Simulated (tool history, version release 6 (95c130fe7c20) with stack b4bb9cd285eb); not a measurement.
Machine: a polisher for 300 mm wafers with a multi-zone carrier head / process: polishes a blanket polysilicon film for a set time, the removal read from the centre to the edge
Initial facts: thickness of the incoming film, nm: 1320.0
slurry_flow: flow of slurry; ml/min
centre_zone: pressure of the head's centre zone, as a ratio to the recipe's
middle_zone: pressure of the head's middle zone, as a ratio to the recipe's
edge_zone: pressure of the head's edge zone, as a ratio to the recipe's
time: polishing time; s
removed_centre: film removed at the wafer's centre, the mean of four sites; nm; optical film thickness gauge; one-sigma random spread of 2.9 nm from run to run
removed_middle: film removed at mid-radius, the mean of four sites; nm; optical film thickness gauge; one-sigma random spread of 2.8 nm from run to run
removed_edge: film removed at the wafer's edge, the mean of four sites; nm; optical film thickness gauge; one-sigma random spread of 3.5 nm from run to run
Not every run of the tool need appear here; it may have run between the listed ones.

Run 1, hour 0.0: slurry_flow 150 ml/min, centre_zone 1.00, middle_zone 1.00, edge_zone 1.00, time 54 s. Result: removed_centre 366.82 nm, removed_middle 341.27 nm, removed_edge 343.95 nm.
Run 2, hour 4.2: slurry_flow 145 ml/min, centre_zone 1.01, middle_zone 0.98, edge_zone 0.97, time 52 s. Result: removed_centre 362.43 nm, removed_middle 327.34 nm, removed_edge 320.64 nm.
Run 3, hour 6.7: slurry_flow 145 ml/min, centre_zone 1.01, middle_zone 0.98, edge_zone 0.93, time 52 s. Result: removed_centre 357.26 nm, removed_middle 326.42 nm, removed_edge 325.06 nm.
Run 4, hour 14.9: slurry_flow 145 ml/min, centre_zone 1.01, middle_zone 0.89, edge_zone 0.93, time 52 s. Result: removed_centre 362.37 nm, removed_middle 306.73 nm, removed_edge 321.41 nm.
Run 5, hour 22.7: slurry_flow 145 ml/min, centre_zone 1.01, middle_zone 0.89, edge_zone 0.85, time 52 s. Result: removed_centre 364.27 nm, removed_middle 308.08 nm, removed_edge 299.78 nm.
Run 6, hour 26.5: slurry_flow 140 ml/min, centre_zone 1.01, middle_zone 0.87, edge_zone 0.85, time 51 s. Result: removed_centre 351.76 nm, removed_middle 292.47 nm, removed_edge 292.59 nm.
Run 7, hour 34.1: slurry_flow 135 ml/min, centre_zone 1.01, middle_zone 0.86, edge_zone 0.84, time 50 s. Result: removed_centre 344.29 nm, removed_middle 282.49 nm, removed_edge 292.28 nm.
Run 8, hour 42.2: slurry_flow 135 ml/min, centre_zone 1.01, middle_zone 0.85, edge_zone 0.84, time 49 s. Result: removed_centre 340.85 nm, removed_middle 280.49 nm, removed_edge 290.98 nm.
Run 9, hour 43.6: slurry_flow 140 ml/min, centre_zone 1.02, middle_zone 0.85, edge_zone 0.84, time 48 s. Result: removed_centre 338.49 nm, removed_middle 276.20 nm, removed_edge 277.01 nm.
Run 10, hour 50.7: slurry_flow 140 ml/min, centre_zone 1.02, middle_zone 0.85, edge_zone 0.84, time 48 s. Result: removed_centre 335.49 nm, removed_middle 273.48 nm, removed_edge 281.61 nm.

Expected results for the next run?
Run 11, hour 51.6: slurry_flow 140 ml/min, centre_zone 1.03, middle_zone 0.85, edge_zone 0.83, time 47 s. Result: removed_centre ?, removed_middle ?, removed_edge ?.

removed_centre: 332.52 nm
removed_middle: 268.55 nm
removed_edge: 281.35 nm
